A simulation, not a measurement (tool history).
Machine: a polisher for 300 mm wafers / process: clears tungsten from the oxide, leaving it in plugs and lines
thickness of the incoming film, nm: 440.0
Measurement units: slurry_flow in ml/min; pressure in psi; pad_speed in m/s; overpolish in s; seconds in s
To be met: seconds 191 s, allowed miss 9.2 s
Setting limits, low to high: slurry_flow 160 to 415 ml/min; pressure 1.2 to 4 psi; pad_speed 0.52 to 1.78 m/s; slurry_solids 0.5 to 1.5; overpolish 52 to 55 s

run,day,slurry_flow,pressure,pad_speed,slurry_solids,overpolish,seconds
1,0,265,2.6,1.14,1,52,114.49
2,0.112,265,2.3,1.12,1,52,132.05
3,0.308,265,2.3,1.12,1.1,52,126.63
4,0.658,265,2,1.1,1.1,52,145.66
5,0.679,265,2,1.1,1.1,55,144.83
6,1.038,265,2,1.28,1.1,55,126.29
7,1.154,265,2,1.28,1.1,55,128.39
8,1.383,265,1.8,1.24,1.1,55,147.31
9,1.6,265,1.7,1.24,1.1,55,151.63
10,1.871,265,1.6,1.24,1.1,55,166.44
11,2.171,265,1.5,1.24,1.1,55,172.39

Exactly one of the 5 candidate moves below puts every result within its allowed miss. Which one?
A,2.471,205,1.8,1.14,0.95,52,?
B,2.471,315,1.5,1.32,1.1,55,?
C,2.471,245,1.5,1.34,1.35,55,?
D,2.471,265,1.5,1.2,1.2,54,?
E,2.471,260,1.2,1.48,0.9,52,?

move,seconds
A,165.16
B,155.94
C,148.46
D,168.66
E,188.12
A: further off than the last run
B: further off than the last run
C: further off than the last run
D: further off than the last run
E: all results land within tolerance of their targets
The move that meets every target is E.

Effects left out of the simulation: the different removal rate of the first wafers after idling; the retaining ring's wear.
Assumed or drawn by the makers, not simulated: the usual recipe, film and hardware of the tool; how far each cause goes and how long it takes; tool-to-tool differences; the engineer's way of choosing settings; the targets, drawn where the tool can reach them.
